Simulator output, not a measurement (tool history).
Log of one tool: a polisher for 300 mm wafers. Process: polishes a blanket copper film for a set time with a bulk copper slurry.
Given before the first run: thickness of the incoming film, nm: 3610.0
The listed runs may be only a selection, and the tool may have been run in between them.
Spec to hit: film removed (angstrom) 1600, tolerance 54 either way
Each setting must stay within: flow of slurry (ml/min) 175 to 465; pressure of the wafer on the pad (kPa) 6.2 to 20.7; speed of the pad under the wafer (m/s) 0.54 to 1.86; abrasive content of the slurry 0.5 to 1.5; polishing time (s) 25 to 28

run,hour,flow of slurry (ml/min),pressure of the wafer on the pad (kPa),speed of the pad under the wafer (m/s),abrasive content of the slurry,polishing time (s),film removed (angstrom)
1,0,295,13.1,1.18,1,28,1938.3
2,7.4,235,13.1,1.18,1,28,1872.5
3,9.6,235,13.1,1.4,1,28,2229.3
4,16.2,235,13.1,1.4,1,28,2249.2
5,18.6,235,13.1,1.4,0.9,28,2186.3
6,26.4,235,13.1,1.24,0.9,28,1940
7,30.6,235,12.4,1.24,0.9,28,1846.7
8,38.6,235,11.7,1.24,0.9,28,1828.8
9,44.6,235,11,1.24,0.9,28,1719.7

5 candidate next runs follow, results not yet known. Just one meets every target within its allowed miss. Identify it.
A,50.6,225,11.7,1.22,0.95,27,?
B,50.6,220,11,1.32,0.8,25,?
C,50.6,260,9.7,1.12,0.95,28,?
D,50.6,195,9,1.22,1,28,?
E,50.6,205,10.3,1.38,0.9,28,?

move,film removed (angstrom)
A,1724.6
B,1581.7
C,1473
D,1492.3
E,1808.1
A: no nearer and no further than the last run
B: every result lands within tolerance
C: takes the result that was furthest off past its target
D: takes the result that was furthest off past its target
E: moves away from the targets compared with the last run
The move that meets every target is B.
